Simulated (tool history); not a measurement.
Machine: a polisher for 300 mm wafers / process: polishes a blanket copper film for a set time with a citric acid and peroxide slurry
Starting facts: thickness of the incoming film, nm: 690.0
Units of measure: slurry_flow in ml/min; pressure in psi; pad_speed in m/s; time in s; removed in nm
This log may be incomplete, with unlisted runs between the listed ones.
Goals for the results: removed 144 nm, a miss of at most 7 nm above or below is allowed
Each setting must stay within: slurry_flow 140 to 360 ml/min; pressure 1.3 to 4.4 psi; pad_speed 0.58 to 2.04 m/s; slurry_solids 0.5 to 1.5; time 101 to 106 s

run 1 hour=0 | slurry_flow=230 pressure=2.8 pad_speed=1.3 slurry_solids=1 time=101 | removed=293.91
run 2 hour=4.6 | slurry_flow=230 pressure=2.6 pad_speed=1.26 slurry_solids=1 time=101 | removed=260.8
run 3 hour=11.6 | slurry_flow=210 pressure=2.6 pad_speed=1.26 slurry_solids=1 time=101 | removed=259.21
run 4 hour=18.8 | slurry_flow=210 pressure=2.4 pad_speed=1.24 slurry_solids=1 time=101 | removed=234.1
run 5 hour=23.8 | slurry_flow=210 pressure=2.7 pad_speed=1.24 slurry_solids=1 time=101 | removed=263.81
run 6 hour=25.6 | slurry_flow=210 pressure=2.7 pad_speed=1.06 slurry_solids=1 time=101 | removed=229.54
run 7 hour=31.6 | slurry_flow=210 pressure=2.6 pad_speed=1.06 slurry_solids=1 time=101 | removed=218.98
run 8 hour=39.4 | slurry_flow=210 pressure=2.5 pad_speed=1.06 slurry_solids=1 time=101 | removed=216.13
run 9 hour=41.8 | slurry_flow=210 pressure=2.4 pad_speed=1.06 slurry_solids=1 time=101 | removed=198.46
run 10 hour=44.8 | slurry_flow=210 pressure=2.3 pad_speed=1.06 slurry_solids=1 time=101 | removed=195.02
run 11 hour=52.8 | slurry_flow=210 pressure=2.2 pad_speed=1.06 slurry_solids=1 time=101 | removed=184.02
run 12 hour=53.8 | slurry_flow=210 pressure=2.1 pad_speed=1.06 slurry_solids=1 time=101 | removed=181.24
run 13 hour=61 | slurry_flow=210 pressure=2 pad_speed=1.06 slurry_solids=1 time=101 | removed=175.53
-- hour=68.3 head pressure recalibrated
run 14 hour=68.3 | slurry_flow=210 pressure=1.9 pad_speed=1.06 slurry_solids=1 time=101 | removed=155.49
run 15 hour=71.8 | slurry_flow=210 pressure=1.7 pad_speed=1.06 slurry_solids=1 time=101 | removed=135.66

Of the 5 settings listed for the next run, only one would bring every result within its allowed miss of target. Which one?
run A hour=75.3 | slurry_flow=240 pressure=2.2 pad_speed=0.82 slurry_solids=1 time=106 | removed=?
run B hour=75.3 | slurry_flow=220 pressure=1.7 pad_speed=0.9 slurry_solids=1.2 time=106 | removed=?
run C hour=75.3 | slurry_flow=210 pressure=2.3 pad_speed=0.86 slurry_solids=1.15 time=106 | removed=?
run D hour=75.3 | slurry_flow=215 pressure=1.8 pad_speed=1.18 slurry_solids=0.95 time=106 | removed=?
run E hour=75.3 | slurry_flow=210 pressure=1.7 pad_speed=1.24 slurry_solids=0.9 time=101 | removed=?

move=A removed=148.08
move=B removed=128.62
move=C removed=162.31
move=D removed=169.32
move=E removed=158.69
A: all results land within tolerance of their targets
B: misses by more than the last run did
C: takes the biggest miss from the last run beyond its target
D: takes the biggest miss from the last run beyond its target
E: takes the biggest miss from the last run beyond its target
Answer: A

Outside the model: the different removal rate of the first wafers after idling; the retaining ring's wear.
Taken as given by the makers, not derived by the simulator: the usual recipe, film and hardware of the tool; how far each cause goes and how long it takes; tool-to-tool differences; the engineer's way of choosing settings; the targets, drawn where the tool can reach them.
